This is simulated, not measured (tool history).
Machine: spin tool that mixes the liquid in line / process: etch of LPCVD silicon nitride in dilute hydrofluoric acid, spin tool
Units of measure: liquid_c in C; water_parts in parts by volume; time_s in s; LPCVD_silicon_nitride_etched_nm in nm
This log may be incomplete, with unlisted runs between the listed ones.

run  hour  liquid_c  water_parts  time_s  LPCVD_silicon_nitride_etched_nm
  1   0.0      22.0           55      80                          0.62084
  2   3.4      22.0           55      80                          0.58754
  3   7.3      22.0           75      80                          0.45631
  4  11.0      23.0           70      80                          0.49837
  5  14.5      23.5           65      80                          0.55093
  6  21.1      23.5           65      60                          0.41892
  7  22.4      23.5           60      65                          0.50604

Forecast run 8:
  8  26.4      23.5           55      65                                ?

{"run 8": {"LPCVD_silicon_nitride_etched_nm": 0.5208}}
